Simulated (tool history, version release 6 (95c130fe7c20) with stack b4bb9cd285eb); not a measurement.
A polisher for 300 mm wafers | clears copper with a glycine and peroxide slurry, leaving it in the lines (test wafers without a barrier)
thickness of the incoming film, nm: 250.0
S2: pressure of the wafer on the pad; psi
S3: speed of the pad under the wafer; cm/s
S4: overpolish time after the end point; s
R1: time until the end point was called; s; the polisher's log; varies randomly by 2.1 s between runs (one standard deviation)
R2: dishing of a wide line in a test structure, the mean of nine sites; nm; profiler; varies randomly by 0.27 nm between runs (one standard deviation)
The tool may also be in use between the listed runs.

run 1 day=0 | flow_of_slurry_(ml/min)=305 S2=2 S3=80 S4=15 | R1=89.839 R2=32.627
run 2 day=0.2 | flow_of_slurry_(ml/min)=305 S2=1.9 S3=80 S4=15 | R1=94.655 R2=31.297
run 3 day=0.238 | flow_of_slurry_(ml/min)=305 S2=1.8 S3=80 S4=15 | R1=95.082 R2=30.368
run 4 day=0.267 | flow_of_slurry_(ml/min)=305 S2=1.5 S3=80 S4=15 | R1=110.57 R2=26.459
run 5 day=0.417 | flow_of_slurry_(ml/min)=305 S2=1.5 S3=80 S4=19 | R1=104.55 R2=33.625
run 6 day=0.467 | flow_of_slurry_(ml/min)=305 S2=1.8 S3=80 S4=19 | R1=97.192 R2=36.922

Predict the results of run 7:
run 7 day=0.604 | flow_of_slurry_(ml/min)=305 S2=1.7 S3=80 S4=18 | R1=? R2=?

Run 7 came out at R1 101.07 s, R2 34.023 nm.
